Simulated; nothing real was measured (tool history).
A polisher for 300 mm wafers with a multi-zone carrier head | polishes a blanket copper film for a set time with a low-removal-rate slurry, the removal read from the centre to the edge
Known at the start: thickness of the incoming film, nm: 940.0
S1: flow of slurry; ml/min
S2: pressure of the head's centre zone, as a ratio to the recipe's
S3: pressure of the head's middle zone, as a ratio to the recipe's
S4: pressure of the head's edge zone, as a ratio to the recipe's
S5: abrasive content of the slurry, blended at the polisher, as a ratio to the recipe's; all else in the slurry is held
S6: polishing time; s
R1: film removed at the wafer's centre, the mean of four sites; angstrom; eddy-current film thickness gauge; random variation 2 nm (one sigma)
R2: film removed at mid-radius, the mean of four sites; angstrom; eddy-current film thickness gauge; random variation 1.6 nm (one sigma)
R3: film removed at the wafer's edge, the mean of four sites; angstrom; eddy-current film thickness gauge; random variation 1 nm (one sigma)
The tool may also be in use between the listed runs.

Run 1, hour 0: S1 300 ml/min, S2 1, S3 1, S4 1, S5 1, S6 65 s. Result: R1 2032.6 angstrom, R2 2083.9 angstrom, R3 1978 angstrom.
Run 2, hour 1.9: S1 300 ml/min, S2 0.99, S3 0.99, S4 0.97, S5 0.9, S6 63 s. Result: R1 1898.4 angstrom, R2 1953.6 angstrom, R3 1823.4 angstrom.
Run 3, hour 7.3: S1 300 ml/min, S2 0.99, S3 0.99, S4 0.97, S5 1, S6 63 s. Result: R1 1975.9 angstrom, R2 2017.6 angstrom, R3 1869.9 angstrom.
Run 4, hour 12: S1 300 ml/min, S2 1.04, S3 0.99, S4 0.97, S5 1, S6 63 s. Result: R1 2033.5 angstrom, R2 2034.9 angstrom, R3 1891.3 angstrom.
Run 5, hour 13.5: S1 345 ml/min, S2 1.04, S3 0.99, S4 0.97, S5 1, S6 63 s. Result: R1 2019.4 angstrom, R2 2026.8 angstrom, R3 1892.5 angstrom.
Run 6, hour 16.5: S1 345 ml/min, S2 1.04, S3 0.99, S4 0.89, S5 1, S6 63 s. Result: R1 2067.1 angstrom, R2 2027 angstrom, R3 1836.9 angstrom.
Run 7, hour 25.5: S1 345 ml/min, S2 1.02, S3 0.98, S4 0.88, S5 0.9, S6 62 s. Result: R1 1941.2 angstrom, R2 1880 angstrom, R3 1721.6 angstrom.
Run 8, hour 31.9: S1 320 ml/min, S2 0.92, S3 0.94, S4 0.82, S5 0.65, S6 61 s. Result: R1 1515.6 angstrom, R2 1615.6 angstrom, R3 1467.2 angstrom.
Run 9, hour 34.3: S1 315 ml/min, S2 0.92, S3 0.93, S4 0.82, S5 0.65, S6 61 s. Result: R1 1499.3 angstrom, R2 1589.4 angstrom, R3 1443.6 angstrom.
Run 10, hour 35.2: S1 295 ml/min, S2 0.93, S3 0.89, S4 0.81, S5 0.65, S6 61 s. Result: R1 1513 angstrom, R2 1528.3 angstrom, R3 1463 angstrom.
Run 11, hour 38.5: S1 300 ml/min, S2 0.95, S3 0.91, S4 0.81, S5 0.55, S6 60 s. Result: R1 1460.6 angstrom, R2 1399.4 angstrom, R3 1330.9 angstrom.
Run 12, hour 41.8: S1 315 ml/min, S2 0.95, S3 0.92, S4 0.82, S5 0.55, S6 60 s. Result: R1 1410.3 angstrom, R2 1417.1 angstrom, R3 1346.9 angstrom.
Run 13, hour 45.3: S1 315 ml/min, S2 0.95, S3 0.93, S4 0.83, S5 0.55, S6 60 s. Result: R1 1406.4 angstrom, R2 1478.1 angstrom, R3 1360.6 angstrom.

Forecast run 14:
Run 14, hour 54.2: S1 315 ml/min, S2 0.96, S3 0.93, S4 0.84, S5 0.55, S6 60 s. Result: R1 ?, R2 ?, R3 ?.

R1: 1457.1 angstrom
R2: 1444.6 angstrom
R3: 1359.8 angstrom
